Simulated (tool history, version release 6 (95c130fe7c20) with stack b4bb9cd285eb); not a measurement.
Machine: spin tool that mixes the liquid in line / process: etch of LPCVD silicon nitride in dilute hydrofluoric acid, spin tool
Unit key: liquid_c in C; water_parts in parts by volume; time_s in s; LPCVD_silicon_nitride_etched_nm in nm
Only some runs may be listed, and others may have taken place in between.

| run | day | liquid_c | water_parts | time_s | LPCVD_silicon_nitride_etched_nm |
|---|---|---|---|---|---|
| 1 | 0 | 25 | 40 | 295 | 3.1776 |
| 2 | 0.188 | 27 | 40 | 295 | 3.5864 |
| 3 | 0.496 | 28 | 40 | 295 | 3.8879 |
| 4 | 0.829 | 28 | 40 | 295 | 3.8075 |
| 5 | 1.125 | 28 | 25 | 295 | 6.2536 |
| 6 | 1.412 | 30.5 | 25 | 295 | 7.1807 |
| 7 | 1.558 | 29 | 25 | 295 | 6.5474 |
| 8 | 1.621 | 28 | 25 | 295 | 6.142 |

For run 9, what comes out?
|  | 1.696 | hydrofluoric acid flow meter replaced |
| 9 | 1.696 | 27 | 25 | 295 | ? |

{"run 9": {"LPCVD_silicon_nitride_etched_nm": 6.1857}}
